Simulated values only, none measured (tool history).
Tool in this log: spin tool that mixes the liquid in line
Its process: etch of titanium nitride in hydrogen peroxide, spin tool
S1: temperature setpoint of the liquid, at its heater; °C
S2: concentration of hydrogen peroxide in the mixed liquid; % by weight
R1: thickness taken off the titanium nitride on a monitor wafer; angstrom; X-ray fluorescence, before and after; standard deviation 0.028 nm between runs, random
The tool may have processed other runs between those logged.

{"run": 1, "hour": 0.0, "S1": 55.0, "S2": 16.5, "time under the liquid (s)": 60, "R1": 65.409}
{"run": 2, "hour": 2.7, "S1": 55.0, "S2": 16.5, "time under the liquid (s)": 60, "R1": 64.659}
{"run": 3, "hour": 9.4, "S1": 60.0, "S2": 16.5, "time under the liquid (s)": 60, "R1": 91.096}
{"run": 4, "hour": 17.8, "S1": 57.0, "S2": 16.5, "time under the liquid (s)": 60, "R1": 74.304}
{"run": 5, "hour": 20.4, "S1": 54.5, "S2": 16.5, "time under the liquid (s)": 60, "R1": 63.252}
{"run": 6, "hour": 25.6, "S1": 54.5, "S2": 14.5, "time under the liquid (s)": 60, "R1": 61.072}
{"run": 7, "hour": 28.0, "S1": 46.5, "S2": 14.5, "time under the liquid (s)": 60, "R1": 33.903}

The next listed run, before its measurement:
{"run": 8, "hour": 32.7, "S1": 47.0, "S2": 14.5, "time under the liquid (s)": 60, "R1": "?"}

R1: 36.148 angstrom

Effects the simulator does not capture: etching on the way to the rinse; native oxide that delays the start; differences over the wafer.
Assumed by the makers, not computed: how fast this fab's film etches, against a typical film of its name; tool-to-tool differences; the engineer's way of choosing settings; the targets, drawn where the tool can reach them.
